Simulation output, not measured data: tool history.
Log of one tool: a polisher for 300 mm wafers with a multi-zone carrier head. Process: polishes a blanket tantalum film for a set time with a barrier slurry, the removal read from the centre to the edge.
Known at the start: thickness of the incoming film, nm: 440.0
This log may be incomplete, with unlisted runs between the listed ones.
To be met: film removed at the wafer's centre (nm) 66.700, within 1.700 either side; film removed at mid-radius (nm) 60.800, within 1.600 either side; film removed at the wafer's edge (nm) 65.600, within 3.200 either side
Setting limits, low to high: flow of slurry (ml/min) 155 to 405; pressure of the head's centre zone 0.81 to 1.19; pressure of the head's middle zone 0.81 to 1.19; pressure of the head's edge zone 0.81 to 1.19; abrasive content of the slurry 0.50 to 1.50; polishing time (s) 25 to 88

run	day	flow of slurry (ml/min)	pressure of the head's centre zone	pressure of the head's middle zone	pressure of the head's edge zone	abrasive content of the slurry	polishing time (s)	film removed at the wafer's centre (nm)	film removed at mid-radius (nm)	film removed at the wafer's edge (nm)
1	0.000	260	1.00	1.00	1.00	1.00	56	57.014	56.964	57.292
2	0.096	275	1.02	1.00	1.04	1.05	56	60.187	58.160	58.931
3	0.129	285	1.03	0.99	1.08	1.10	56	61.454	58.775	63.376
4	0.162	300	1.04	0.99	1.08	1.10	56	62.664	58.848	61.249
5	0.512	300	0.98	0.99	1.08	1.10	56	59.316	59.354	63.930
6	0.767	300	0.98	0.99	1.08	1.10	42	44.913	44.379	46.797
7	1.129	290	1.01	1.00	1.10	1.20	45	50.229	48.479	51.707
8	1.312	285	1.03	1.01	1.12	1.30	47	54.872	52.677	55.898
9	1.608	285	1.05	1.01	1.14	1.35	48	57.107	54.310	57.832
10	1.871	285	1.05	1.01	1.14	1.35	48	57.136	54.434	57.256
11	1.992	295	1.06	1.00	1.15	1.40	49	59.844	55.809	61.423
12	2.133	310	1.08	1.01	1.16	1.45	49	61.448	56.193	62.465
13	2.392	310	1.08	1.01	1.16	1.45	49	61.513	57.211	61.174
14	2.442	310	1.08	1.01	1.16	1.45	49	61.115	57.005	61.251
15	2.642	310	1.09	1.01	1.17	1.45	50	63.738	57.677	63.027
16	2.725	310	1.09	1.02	1.18	1.45	50	63.296	58.369	61.746
17	2.800	310	1.09	1.02	1.18	1.45	50	62.384	57.886	64.008
18	2.896	310	1.10	1.03	1.18	1.45	50	63.363	59.332	63.044

Consider the 4 candidate settings below. Which is the only one whose results all fall within their allowed miss of target?
A	2.992	255	1.08	1.10	1.15	1.35	50	?	?	?
B	2.992	345	1.04	1.00	1.14	1.45	51	?	?	?
C	2.992	335	1.11	1.03	1.19	1.45	51	?	?	?
D	2.992	280	0.99	0.94	1.19	1.50	54	?	?	?

move	film removed at the wafer's centre (nm)	film removed at mid-radius (nm)	film removed at the wafer's edge (nm)
A	60.841	60.800	60.748
B	62.460	59.676	64.050
C	66.542	61.022	65.350
D	62.191	59.427	69.017
A: its largest miss is bigger than the last run's
B: its largest miss is bigger than the last run's
C: each result inside its tolerance
D: its largest miss is bigger than the last run's
The move that meets every target is C.
